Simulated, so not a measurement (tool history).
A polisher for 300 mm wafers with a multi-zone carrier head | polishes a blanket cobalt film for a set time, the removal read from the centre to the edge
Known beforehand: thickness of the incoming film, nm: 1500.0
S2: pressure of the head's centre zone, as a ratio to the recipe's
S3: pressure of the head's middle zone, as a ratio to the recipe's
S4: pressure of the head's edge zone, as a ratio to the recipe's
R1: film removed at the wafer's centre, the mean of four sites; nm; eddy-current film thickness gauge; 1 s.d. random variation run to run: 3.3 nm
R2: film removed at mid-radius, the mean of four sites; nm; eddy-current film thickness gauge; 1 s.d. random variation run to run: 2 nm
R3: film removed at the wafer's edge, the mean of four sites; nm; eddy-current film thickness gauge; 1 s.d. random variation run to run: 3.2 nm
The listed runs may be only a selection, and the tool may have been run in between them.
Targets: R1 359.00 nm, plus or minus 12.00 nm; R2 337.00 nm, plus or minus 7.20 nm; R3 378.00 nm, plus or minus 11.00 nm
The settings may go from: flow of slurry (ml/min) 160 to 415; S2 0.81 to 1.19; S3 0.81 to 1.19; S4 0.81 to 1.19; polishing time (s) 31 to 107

Run 1, hour 0.0: flow of slurry (ml/min) 265, S2 1.00, S3 1.00, S4 1.00, polishing time (s) 69. Result: R1 385.05 nm, R2 385.94 nm, R3 385.44 nm.
Run 2, hour 8.5: flow of slurry (ml/min) 265, S2 1.00, S3 1.00, S4 0.92, polishing time (s) 69. Result: R1 383.19 nm, R2 380.83 nm, R3 375.80 nm.
Run 3, hour 13.5: flow of slurry (ml/min) 265, S2 1.00, S3 1.00, S4 0.92, polishing time (s) 82. Result: R1 456.95 nm, R2 456.59 nm, R3 442.29 nm.
Run 4, hour 17.0: flow of slurry (ml/min) 255, S2 0.99, S3 0.97, S4 0.91, polishing time (s) 81. Result: R1 442.91 nm, R2 437.71 nm, R3 436.02 nm.
Run 5, hour 23.7: flow of slurry (ml/min) 255, S2 0.99, S3 0.90, S4 0.91, polishing time (s) 81. Result: R1 453.48 nm, R2 417.90 nm, R3 436.68 nm.
Run 6, hour 31.8: flow of slurry (ml/min) 245, S2 0.97, S3 0.89, S4 0.91, polishing time (s) 79. Result: R1 426.42 nm, R2 398.50 nm, R3 421.98 nm.
Run 7, hour 36.6: flow of slurry (ml/min) 235, S2 0.96, S3 0.88, S4 0.90, polishing time (s) 78. Result: R1 415.08 nm, R2 390.12 nm, R3 412.84 nm.
Run 8, hour 40.7: flow of slurry (ml/min) 230, S2 0.95, S3 0.87, S4 0.90, polishing time (s) 77. Result: R1 398.08 nm, R2 379.21 nm, R3 407.15 nm.
Run 9, hour 48.0: flow of slurry (ml/min) 225, S2 0.95, S3 0.86, S4 0.90, polishing time (s) 76. Result: R1 393.94 nm, R2 369.72 nm, R3 395.22 nm.
Run 10, hour 50.5: flow of slurry (ml/min) 220, S2 0.94, S3 0.85, S4 0.91, polishing time (s) 76. Result: R1 381.35 nm, R2 365.95 nm, R3 401.52 nm.
Run 11, hour 57.8: flow of slurry (ml/min) 215, S2 0.94, S3 0.84, S4 0.91, polishing time (s) 76. Result: R1 384.70 nm, R2 361.13 nm, R3 403.95 nm.
Run 12, hour 62.6: flow of slurry (ml/min) 210, S2 0.94, S3 0.83, S4 0.90, polishing time (s) 76. Result: R1 380.16 nm, R2 361.02 nm, R3 393.45 nm.

Which one of the following 4 next-run settings gets every result inside its allowed miss? There is exactly one.
Run A, hour 67.4: flow of slurry (ml/min) 215, S2 1.01, S3 0.81, S4 0.88, polishing time (s) 73. Result: R1 ?, R2 ?, R3 ?.
Run B, hour 67.4: flow of slurry (ml/min) 250, S2 0.96, S3 0.99, S4 0.81, polishing time (s) 74. Result: R1 ?, R2 ?, R3 ?.
Run C, hour 67.4: flow of slurry (ml/min) 295, S2 0.93, S3 0.83, S4 0.94, polishing time (s) 68. Result: R1 ?, R2 ?, R3 ?.
Run D, hour 67.4: flow of slurry (ml/min) 160, S2 0.87, S3 0.95, S4 0.87, polishing time (s) 74. Result: R1 ?, R2 ?, R3 ?.

move      R1      R2      R3
   A  399.23  343.64  382.41
   B  393.14  406.67  378.22
   C  356.54  337.56  377.48
   D  330.83  370.41  372.14
A: puts the biggest miss on target and leaves a different result outside tolerance
B: the biggest miss grows against the last run
C: meets every target
D: the biggest miss grows against the last run
Answer: C
